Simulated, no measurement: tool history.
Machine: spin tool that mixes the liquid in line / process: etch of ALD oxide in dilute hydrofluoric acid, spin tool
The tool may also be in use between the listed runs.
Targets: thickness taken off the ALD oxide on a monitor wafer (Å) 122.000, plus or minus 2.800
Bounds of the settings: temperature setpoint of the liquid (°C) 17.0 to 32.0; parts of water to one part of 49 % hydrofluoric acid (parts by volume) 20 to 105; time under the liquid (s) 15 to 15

| run | hour | temperature setpoint of the liquid (°C) | parts of water to one part of 49 % hydrofluoric acid (parts by volume) | time under the liquid (s) | thickness taken off the ALD oxide on a monitor wafer (Å) |
|---|---|---|---|---|---|
| 1 | 0.0 | 24.0 | 55 | 15 | 41.672 |
| 2 | 5.0 | 24.0 | 40 | 15 | 58.414 |
| 3 | 7.3 | 25.5 | 40 | 15 | 62.280 |
| 4 | 11.8 | 27.0 | 35 | 15 | 75.922 |
| 5 | 19.8 | 30.0 | 35 | 15 | 85.412 |
| 6 | 22.4 | 27.0 | 35 | 15 | 75.870 |
| 7 | 25.7 | 28.0 | 30 | 15 | 93.687 |
| 8 | 28.1 | 29.0 | 30 | 15 | 96.468 |
| 9 | 34.8 | 29.5 | 30 | 15 | 98.532 |
| 10 | 40.9 | 30.0 | 30 | 15 | 100.770 |
| 11 | 44.5 | 30.5 | 30 | 15 | 102.940 |
| 12 | 47.3 | 31.0 | 30 | 15 | 105.070 |
| 13 | 54.5 | 31.5 | 25 | 15 | 128.890 |
| 14 | 55.4 | 31.0 | 25 | 15 | 127.390 |

Of the 4 settings listed for the next run, only one would bring every result within its allowed miss of target. Which one?
| A | 56.3 | 29.0 | 25 | 15 | ? |
| B | 56.3 | 31.5 | 25 | 15 | ? |
| C | 56.3 | 30.0 | 25 | 15 | ? |
| D | 56.3 | 32.0 | 25 | 15 | ? |

| move | thickness taken off the ALD oxide on a monitor wafer (Å) |
|---|---|
| A | 117.350 |
| B | 129.740 |
| C | 122.180 |
| D | 132.340 |
A: moves the result that the last run missed by most past its target, out the other side
B: further off than the last run
C: meets every target
D: further off than the last run
C is the move that brings every result within its allowed miss.
